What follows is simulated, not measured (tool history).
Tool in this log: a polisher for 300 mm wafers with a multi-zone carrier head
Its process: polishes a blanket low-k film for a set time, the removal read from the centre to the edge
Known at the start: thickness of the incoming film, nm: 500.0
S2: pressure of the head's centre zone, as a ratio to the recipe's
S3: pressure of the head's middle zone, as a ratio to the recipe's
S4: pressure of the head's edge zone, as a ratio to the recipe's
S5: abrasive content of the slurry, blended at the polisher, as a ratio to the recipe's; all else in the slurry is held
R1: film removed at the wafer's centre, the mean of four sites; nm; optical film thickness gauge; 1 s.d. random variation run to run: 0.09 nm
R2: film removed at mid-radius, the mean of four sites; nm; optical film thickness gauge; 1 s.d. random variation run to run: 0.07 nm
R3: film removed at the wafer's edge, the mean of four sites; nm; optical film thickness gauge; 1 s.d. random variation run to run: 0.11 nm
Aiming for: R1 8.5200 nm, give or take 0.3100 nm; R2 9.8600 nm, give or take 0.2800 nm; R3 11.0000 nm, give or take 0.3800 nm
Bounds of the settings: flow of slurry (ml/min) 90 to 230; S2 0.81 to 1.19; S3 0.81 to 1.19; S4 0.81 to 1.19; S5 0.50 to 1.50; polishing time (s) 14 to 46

{"run": 1, "hour": 0.0, "flow of slurry (ml/min)": 150, "S2": 1.0, "S3": 1.0, "S4": 1.0, "S5": 1.0, "polishing time (s)": 30, "R1": 14.029, "R2": 14.794, "R3": 13.144}
{"run": 2, "hour": 8.4, "flow of slurry (ml/min)": 150, "S2": 1.0, "S3": 1.0, "S4": 1.0, "S5": 0.8, "polishing time (s)": 30, "R1": 11.885, "R2": 12.406, "R3": 11.142}
{"run": 3, "hour": 9.4, "flow of slurry (ml/min)": 150, "S2": 1.0, "S3": 1.0, "S4": 1.0, "S5": 0.8, "polishing time (s)": 36, "R1": 14.261, "R2": 14.886, "R3": 13.339}
{"run": 4, "hour": 12.2, "flow of slurry (ml/min)": 145, "S2": 0.97, "S3": 0.98, "S4": 1.02, "S5": 0.75, "polishing time (s)": 36, "R1": 13.176, "R2": 13.487, "R3": 12.754}
{"run": 5, "hour": 17.4, "flow of slurry (ml/min)": 145, "S2": 0.97, "S3": 0.98, "S4": 1.02, "S5": 0.9, "polishing time (s)": 36, "R1": 15.018, "R2": 16.05, "R3": 14.881}
{"run": 6, "hour": 21.0, "flow of slurry (ml/min)": 145, "S2": 0.97, "S3": 0.95, "S4": 1.02, "S5": 0.9, "polishing time (s)": 36, "R1": 15.116, "R2": 15.384, "R3": 15.064}
{"run": 7, "hour": 23.8, "flow of slurry (ml/min)": 140, "S2": 0.95, "S3": 0.95, "S4": 1.04, "S5": 0.85, "polishing time (s)": 36, "R1": 13.947, "R2": 14.633, "R3": 14.115}
{"run": 8, "hour": 32.5, "flow of slurry (ml/min)": 135, "S2": 0.93, "S3": 0.94, "S4": 1.06, "S5": 0.8, "polishing time (s)": 36, "R1": 13.12, "R2": 14.01, "R3": 13.702}
{"run": 9, "hour": 36.0, "flow of slurry (ml/min)": 130, "S2": 0.91, "S3": 0.93, "S4": 1.08, "S5": 0.75, "polishing time (s)": 36, "R1": 11.909, "R2": 12.759, "R3": 12.86}
{"run": 10, "hour": 38.8, "flow of slurry (ml/min)": 125, "S2": 0.9, "S3": 0.92, "S4": 1.09, "S5": 0.75, "polishing time (s)": 36, "R1": 11.823, "R2": 12.45, "R3": 13.108}
{"run": 11, "hour": 41.2, "flow of slurry (ml/min)": 120, "S2": 0.89, "S3": 0.92, "S4": 1.1, "S5": 0.7, "polishing time (s)": 36, "R1": 10.601, "R2": 11.657, "R3": 11.829}
{"run": 12, "hour": 48.4, "flow of slurry (ml/min)": 115, "S2": 0.88, "S3": 0.91, "S4": 1.11, "S5": 0.7, "polishing time (s)": 36, "R1": 10.624, "R2": 11.47, "R3": 12.1}
{"run": 13, "hour": 53.0, "flow of slurry (ml/min)": 110, "S2": 0.87, "S3": 0.91, "S4": 1.12, "S5": 0.7, "polishing time (s)": 36, "R1": 10.427, "R2": 11.399, "R3": 12.149}
{"run": 14, "hour": 55.2, "flow of slurry (ml/min)": 90, "S2": 0.81, "S3": 0.89, "S4": 1.17, "S5": 0.5, "polishing time (s)": 35, "R1": 5.493, "R2": 6.4149, "R3": 7.1079}
{"hour": 60.7, "done": "edge zone pressure recalibrated"}
{"run": 15, "hour": 60.7, "flow of slurry (ml/min)": 105, "S2": 0.81, "S3": 0.89, "S4": 1.17, "S5": 0.5, "polishing time (s)": 35, "R1": 5.5782, "R2": 6.5794, "R3": 7.7242}
{"run": 16, "hour": 63.1, "flow of slurry (ml/min)": 145, "S2": 0.91, "S3": 0.99, "S4": 1.09, "S5": 0.55, "polishing time (s)": 35, "R1": 7.9502, "R2": 9.1183, "R3": 9.0858}
{"run": 17, "hour": 70.9, "flow of slurry (ml/min)": 150, "S2": 0.91, "S3": 0.98, "S4": 1.1, "S5": 0.55, "polishing time (s)": 35, "R1": 8.1013, "R2": 9.0118, "R3": 9.2771}
{"run": 18, "hour": 77.6, "flow of slurry (ml/min)": 155, "S2": 0.9, "S3": 0.98, "S4": 1.11, "S5": 0.55, "polishing time (s)": 35, "R1": 8.1123, "R2": 9.0488, "R3": 9.4414}
{"run": 19, "hour": 85.6, "flow of slurry (ml/min)": 155, "S2": 0.9, "S3": 0.98, "S4": 1.11, "S5": 0.55, "polishing time (s)": 35, "R1": 8.1311, "R2": 9.1811, "R3": 9.1274}
{"run": 20, "hour": 90.9, "flow of slurry (ml/min)": 145, "S2": 0.89, "S3": 0.97, "S4": 1.12, "S5": 0.55, "polishing time (s)": 35, "R1": 7.8444, "R2": 8.9922, "R3": 9.1946}
{"run": 21, "hour": 95.9, "flow of slurry (ml/min)": 150, "S2": 0.88, "S3": 0.96, "S4": 1.13, "S5": 0.55, "polishing time (s)": 35, "R1": 7.8119, "R2": 8.9446, "R3": 9.2692}
{"run": 22, "hour": 104.6, "flow of slurry (ml/min)": 155, "S2": 0.87, "S3": 0.95, "S4": 1.14, "S5": 0.55, "polishing time (s)": 35, "R1": 7.8868, "R2": 8.777, "R3": 9.6011}

Which one of the following 5 next-run settings gets every result inside its allowed miss? There is exactly one.
{"run": "A", "hour": 113.3, "flow of slurry (ml/min)": 170, "S2": 0.81, "S3": 0.95, "S4": 1.18, "S5": 0.55, "polishing time (s)": 36, "R1": "?", "R2": "?", "R3": "?"}
{"run": "B", "hour": 113.3, "flow of slurry (ml/min)": 95, "S2": 0.86, "S3": 0.95, "S4": 1.15, "S5": 0.55, "polishing time (s)": 43, "R1": "?", "R2": "?", "R3": "?"}
{"run": "C", "hour": 113.3, "flow of slurry (ml/min)": 100, "S2": 0.96, "S3": 0.94, "S4": 1.14, "S5": 0.65, "polishing time (s)": 32, "R1": "?", "R2": "?", "R3": "?"}
{"run": "D", "hour": 113.3, "flow of slurry (ml/min)": 175, "S2": 0.81, "S3": 0.98, "S4": 1.15, "S5": 0.6, "polishing time (s)": 35, "R1": "?", "R2": "?", "R3": "?"}
{"run": "E", "hour": 113.3, "flow of slurry (ml/min)": 135, "S2": 0.89, "S3": 0.88, "S4": 1.11, "S5": 0.6, "polishing time (s)": 37, "R1": "?", "R2": "?", "R3": "?"}

move=A R1=7.6823 R2=9.2672 R3=10.0050
move=B R1=8.6886 R2=10.0050 R3=10.9820
move=C R1=9.2267 R2=9.4074 R3=10.3430
move=D R1=8.5469 R2=10.5710 R3=10.9580
move=E R1=9.4880 R2=9.8237 R3=11.0660
A: nearer the targets than the last run, but a result is still out of spec
B: every result within its allowed miss
C: nearer the targets than the last run, but a result is still out of spec
D: moves the result that the last run missed by most past its target, out the other side
E: brings the result that was furthest off to its target, and leaves another outside
B is the move that brings every result within its allowed miss.
